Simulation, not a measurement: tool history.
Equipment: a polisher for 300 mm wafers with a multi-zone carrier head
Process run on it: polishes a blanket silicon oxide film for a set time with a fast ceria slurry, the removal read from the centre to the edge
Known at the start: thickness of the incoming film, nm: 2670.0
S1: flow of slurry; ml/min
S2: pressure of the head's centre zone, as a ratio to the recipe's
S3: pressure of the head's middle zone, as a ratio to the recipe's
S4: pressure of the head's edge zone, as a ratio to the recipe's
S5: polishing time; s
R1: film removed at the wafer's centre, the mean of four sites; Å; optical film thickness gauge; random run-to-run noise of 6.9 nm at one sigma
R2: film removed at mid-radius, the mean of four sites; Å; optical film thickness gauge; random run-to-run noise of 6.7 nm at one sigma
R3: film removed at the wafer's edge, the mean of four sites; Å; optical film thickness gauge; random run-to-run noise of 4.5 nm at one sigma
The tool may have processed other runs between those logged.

run,day,S1,S2,S3,S4,S5,R1,R2,R3
1,0,295,1,1,1,44,9278.4,8331.8,8478.7
2,0.033,295,1,1,1,34,7151.5,6424.4,6502.1
3,0.171,295,0.94,1,1,34,6542.3,6376.3,6527.8
4,0.317,295,0.94,1,1,41,8035.1,7657.5,7674.5
5,0.558,295,0.94,1.08,1,41,8003.9,8404.3,7792.6
6,0.875,295,0.94,1.08,1,48,9446.8,9558.8,9181.6
7,0.896,285,0.92,1.05,1.01,45,8519.1,8741.5,8575.3
8,1.008,275,0.9,1.03,1.01,43,7965.8,8152.6,8127.6
9,1.162,270,0.88,1.01,1.02,41,7415,7492.1,7770.3
# day 1.396: centre zone pressure recalibrated
10,1.396,210,0.81,0.99,1.05,32,4646.3,5681.5,6143.2

Predict the results of run 11:
11,1.646,230,0.82,0.99,1.05,32,?,?,?

{"run 11": {"R1": 4861.8, "R2": 5826.6, "R3": 6111.5}}

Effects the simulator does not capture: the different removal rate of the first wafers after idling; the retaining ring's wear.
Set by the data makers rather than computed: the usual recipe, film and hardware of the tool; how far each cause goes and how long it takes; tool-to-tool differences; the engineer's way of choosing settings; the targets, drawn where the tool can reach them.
